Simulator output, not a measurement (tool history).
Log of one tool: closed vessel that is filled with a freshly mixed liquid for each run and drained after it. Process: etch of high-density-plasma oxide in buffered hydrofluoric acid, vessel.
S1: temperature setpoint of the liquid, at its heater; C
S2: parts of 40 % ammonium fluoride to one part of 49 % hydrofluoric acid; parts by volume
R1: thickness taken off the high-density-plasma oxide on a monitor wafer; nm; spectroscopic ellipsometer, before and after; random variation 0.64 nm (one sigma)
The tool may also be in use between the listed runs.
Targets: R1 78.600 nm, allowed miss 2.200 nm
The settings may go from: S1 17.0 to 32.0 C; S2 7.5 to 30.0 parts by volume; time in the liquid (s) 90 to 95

run 1 hour=0.0 | S1=25.0 S2=21.0 time_in_the_liquid_(s)=90 | R1=62.297
run 2 hour=7.4 | S1=25.0 S2=24.0 time_in_the_liquid_(s)=90 | R1=57.426
run 3 hour=12.7 | S1=25.0 S2=24.0 time_in_the_liquid_(s)=90 | R1=57.104
run 4 hour=13.8 | S1=26.5 S2=24.0 time_in_the_liquid_(s)=90 | R1=62.582
run 5 hour=19.4 | S1=26.5 S2=24.0 time_in_the_liquid_(s)=95 | R1=65.336
run 6 hour=23.2 | S1=27.5 S2=24.0 time_in_the_liquid_(s)=95 | R1=68.547
run 7 hour=27.4 | S1=28.5 S2=24.0 time_in_the_liquid_(s)=95 | R1=72.923
run 8 hour=34.2 | S1=29.0 S2=24.0 time_in_the_liquid_(s)=95 | R1=74.992

4 next moves are on the table. One of them brings every result within its allowed miss. Which?
run A hour=41.0 | S1=29.5 S2=23.5 time_in_the_liquid_(s)=90 | R1=?
run B hour=41.0 | S1=30.0 S2=23.5 time_in_the_liquid_(s)=90 | R1=?
run C hour=41.0 | S1=29.0 S2=22.5 time_in_the_liquid_(s)=90 | R1=?
run D hour=41.0 | S1=27.0 S2=18.5 time_in_the_liquid_(s)=90 | R1=?

move=A R1=72.600
move=B R1=74.535
move=C R1=72.842
move=D R1=76.669
A: further off than the last run
B: further off than the last run
C: further off than the last run
D: meets every target
The right move is D.
